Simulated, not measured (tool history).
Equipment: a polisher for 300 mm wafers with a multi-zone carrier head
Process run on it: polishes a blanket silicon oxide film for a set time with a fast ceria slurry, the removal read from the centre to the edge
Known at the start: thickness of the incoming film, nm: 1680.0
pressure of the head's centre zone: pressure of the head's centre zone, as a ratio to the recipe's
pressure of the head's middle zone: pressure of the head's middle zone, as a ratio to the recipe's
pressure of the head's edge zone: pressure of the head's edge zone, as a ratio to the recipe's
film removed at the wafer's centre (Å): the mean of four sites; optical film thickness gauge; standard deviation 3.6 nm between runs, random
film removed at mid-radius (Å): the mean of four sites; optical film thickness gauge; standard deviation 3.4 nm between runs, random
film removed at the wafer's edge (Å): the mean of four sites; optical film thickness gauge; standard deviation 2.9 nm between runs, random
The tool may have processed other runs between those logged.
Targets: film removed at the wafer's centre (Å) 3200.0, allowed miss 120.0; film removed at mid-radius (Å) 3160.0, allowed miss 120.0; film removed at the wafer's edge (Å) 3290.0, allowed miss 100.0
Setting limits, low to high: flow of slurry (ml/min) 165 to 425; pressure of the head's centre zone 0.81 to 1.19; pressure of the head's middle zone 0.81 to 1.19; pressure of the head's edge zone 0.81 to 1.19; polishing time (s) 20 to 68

run	day	flow of slurry (ml/min)	pressure of the head's centre zone	pressure of the head's middle zone	pressure of the head's edge zone	polishing time (s)	film removed at the wafer's centre (Å)	film removed at mid-radius (Å)	film removed at the wafer's edge (Å)
1	0.000	275	1.00	1.00	1.00	44	5868.0	5453.9	5635.8
2	0.029	270	0.97	0.98	0.97	39	5209.3	4727.7	4854.6
3	0.317	270	0.97	1.05	0.97	39	5092.6	4988.0	4935.4
4	0.629	260	0.94	1.03	0.97	36	4597.6	4471.0	4554.9
5	0.942	250	0.91	1.02	0.95	34	4264.7	4129.4	4238.5
6	1.142	315	0.91	1.02	0.95	34	4470.8	4352.2	4256.1
7	1.338	295	0.89	1.01	0.94	32	3983.2	3957.2	4053.1
8	1.583	300	0.88	1.00	0.92	31	3861.1	3830.4	3858.5
9	1.683	295	0.87	0.99	0.90	30	3702.9	3644.7	3686.4
10	1.812	240	0.81	0.93	0.83	27	3059.3	3099.5	3080.3

Exactly one of the 4 candidate moves below puts every result within its allowed miss. Which one?
A	1.942	270	0.81	1.02	0.82	25	?	?	?
B	1.942	240	0.81	0.96	0.81	26	?	?	?
C	1.942	190	0.81	1.02	0.84	27	?	?	?
D	1.942	210	0.83	0.92	0.87	28	?	?	?

move	film removed at the wafer's centre (Å)	film removed at mid-radius (Å)	film removed at the wafer's edge (Å)
A	2882.4	3071.7	2890.2
B	2950.8	3019.9	2960.6
C	2954.0	3164.7	3045.9
D	3172.4	3101.5	3248.6
A: further off than the last run
B: further off than the last run
C: further off than the last run
D: all results land within tolerance of their targets
Go with D: it meets all targets.
